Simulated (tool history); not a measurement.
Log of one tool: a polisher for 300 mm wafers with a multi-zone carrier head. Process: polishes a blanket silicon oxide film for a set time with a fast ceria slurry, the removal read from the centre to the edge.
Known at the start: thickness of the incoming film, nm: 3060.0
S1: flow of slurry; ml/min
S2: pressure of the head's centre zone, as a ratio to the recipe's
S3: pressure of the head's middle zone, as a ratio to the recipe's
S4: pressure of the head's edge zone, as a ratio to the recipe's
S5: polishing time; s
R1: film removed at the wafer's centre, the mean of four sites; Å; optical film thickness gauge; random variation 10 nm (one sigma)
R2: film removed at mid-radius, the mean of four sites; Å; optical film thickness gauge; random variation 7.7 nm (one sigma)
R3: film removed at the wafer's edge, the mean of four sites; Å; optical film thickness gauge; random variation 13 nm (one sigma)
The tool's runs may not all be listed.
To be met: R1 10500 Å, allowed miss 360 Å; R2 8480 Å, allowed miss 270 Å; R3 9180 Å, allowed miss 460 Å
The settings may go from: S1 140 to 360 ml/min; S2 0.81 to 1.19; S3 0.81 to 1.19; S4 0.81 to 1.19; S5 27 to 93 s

run 1 hour=0 | S1=230 S2=1 S3=1 S4=1 S5=59 | R1=7424.3 R2=7178.9 R3=7496.3
run 2 hour=5.7 | S1=230 S2=1 S3=1 S4=1 S5=51 | R1=6420 R2=6375.2 R3=6352.7
run 3 hour=8.1 | S1=240 S2=1.05 S3=1.01 S4=1.02 S5=55 | R1=7328 R2=6804.9 R3=6940.9
run 4 hour=14.4 | S1=240 S2=1.05 S3=0.94 S4=1.02 S5=55 | R1=7425.4 R2=6438.2 R3=6856.6
run 5 hour=22.2 | S1=300 S2=1.05 S3=0.94 S4=1.02 S5=55 | R1=7442.5 R2=6598.8 R3=6900.6
run 6 hour=23.7 | S1=300 S2=1.05 S3=0.87 S4=1.02 S5=55 | R1=7614 R2=6192.3 R3=7134.6
run 7 hour=24.3 | S1=300 S2=1.07 S3=0.89 S4=1.02 S5=59 | R1=8280 R2=6756.2 R3=7497.7
run 8 hour=30.6 | S1=300 S2=1.08 S3=0.9 S4=1.03 S5=62 | R1=8710.5 R2=7119.5 R3=7863.4
run 9 hour=33.1 | S1=300 S2=1.09 S3=0.91 S4=1.04 S5=65 | R1=9203 R2=7533.1 R3=8373
run 10 hour=40.9 | S1=300 S2=1.11 S3=0.92 S4=1.05 S5=66 | R1=9593.9 R2=7751.1 R3=8416.2
run 11 hour=46.2 | S1=300 S2=1.11 S3=0.92 S4=1.06 S5=67 | R1=9720.5 R2=7958.8 R3=8846.9
run 12 hour=48.2 | S1=300 S2=1.13 S3=0.93 S4=1.07 S5=67 | R1=9838.6 R2=8049.5 R3=8878.1

5 next moves are on the table. One of them brings every result within its allowed miss. Which?
run A hour=50.2 | S1=330 S2=1.17 S3=0.99 S4=1.04 S5=63 | R1=? R2=? R3=?
run B hour=50.2 | S1=245 S2=1.16 S3=1.02 S4=1.07 S5=72 | R1=? R2=? R3=?
run C hour=50.2 | S1=325 S2=1.19 S3=1.16 S4=1.03 S5=63 | R1=? R2=? R3=?
run D hour=50.2 | S1=240 S2=1.19 S3=0.85 S4=0.97 S5=70 | R1=? R2=? R3=?
run E hour=50.2 | S1=225 S2=1.14 S3=0.93 S4=0.99 S5=74 | R1=? R2=? R3=?

move=A R1=9742.7 R2=7914.5 R3=8219.9
move=B R1=10652 R2=8981.1 R3=9288.4
move=C R1=9906.8 R2=9046.6 R3=8154.9
move=D R1=10581 R2=7479.2 R3=8624
move=E R1=10614 R2=8445.3 R3=9133.2
A: further off than the last run
B: brings the result that was furthest off to its target, and leaves another outside
C: further off than the last run
D: brings the result that was furthest off to its target, and leaves another outside
E: meets every target
Answer: E

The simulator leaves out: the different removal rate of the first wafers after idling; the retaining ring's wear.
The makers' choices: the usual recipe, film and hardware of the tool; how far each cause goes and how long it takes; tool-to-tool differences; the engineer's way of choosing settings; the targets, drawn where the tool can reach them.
